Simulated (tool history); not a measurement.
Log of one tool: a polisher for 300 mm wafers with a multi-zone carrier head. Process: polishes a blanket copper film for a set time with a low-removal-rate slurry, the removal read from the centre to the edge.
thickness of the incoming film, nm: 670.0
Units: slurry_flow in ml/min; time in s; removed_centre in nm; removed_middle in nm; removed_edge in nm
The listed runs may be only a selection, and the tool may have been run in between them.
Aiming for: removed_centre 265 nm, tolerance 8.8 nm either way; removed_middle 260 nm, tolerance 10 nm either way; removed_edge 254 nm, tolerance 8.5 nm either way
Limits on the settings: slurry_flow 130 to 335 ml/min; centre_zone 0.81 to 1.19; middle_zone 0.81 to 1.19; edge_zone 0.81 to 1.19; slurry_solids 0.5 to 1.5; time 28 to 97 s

run  hour  slurry_flow  centre_zone  middle_zone  edge_zone  slurry_solids  time  removed_centre  removed_middle  removed_edge
  1     0          215            1            1          1              1    62          195.99          194.86        197.66
  2   2.3          195            1            1          1              1    62          196.86          188.79        200.97
  3   5.3          195         1.02         1.03       1.02            1.1    63          205.74          199.15        206.05
  4  12.9          195         0.93         1.03       1.02            1.1    63          191.92           201.9        210.98
  5  15.3          195         0.93         1.03       1.02            1.2    63          195.69          205.16        212.94
  6  23.8          200         0.96         1.05       1.03           1.25    65          207.53          219.04        227.66
  7  31.7          200         0.96         1.05       1.03           1.25    65           211.6           221.7        224.41
  8  38.5          210         0.99         1.06       1.05            1.3    65          220.33          225.62        229.88
  9    47          210         0.99         1.06       1.05            1.3    65          218.18          226.59        228.19
 10    54          215         1.01         1.06       1.06           1.35    66          228.17           234.1        234.48
 11  55.1          220         1.03         1.06       1.07            1.4    66          233.36          230.83         238.8

Consider the 5 candidate settings below. Which is the only one whose results all fall within their allowed miss of target?
  A  56.2          140         1.05         0.96       1.08            1.5    64               ?               ?             ?
  B  56.2          275         1.11         1.14       0.99            1.4    67               ?               ?             ?
  C  56.2          230         1.04         1.02       1.08           1.45    68               ?               ?             ?
  D  56.2          220         1.06         1.07       1.01            1.5    71               ?               ?             ?
  E  56.2          210         0.97         0.94       1.16           1.45    74               ?               ?             ?

move  removed_centre  removed_middle  removed_edge
   A          221.45          203.63        230.07
   B          263.59          262.49        241.29
   C          247.53          240.08        253.42
   D          264.35             262        258.06
   E          248.21          241.55        283.01
A: further off than the last run
B: meets the target for the result that was furthest off, but another lies outside its allowed miss
C: nearer than the last run, and not there yet
D: in spec on every target
E: nearer than the last run, and not there yet
Correct choice: D, which meets every target
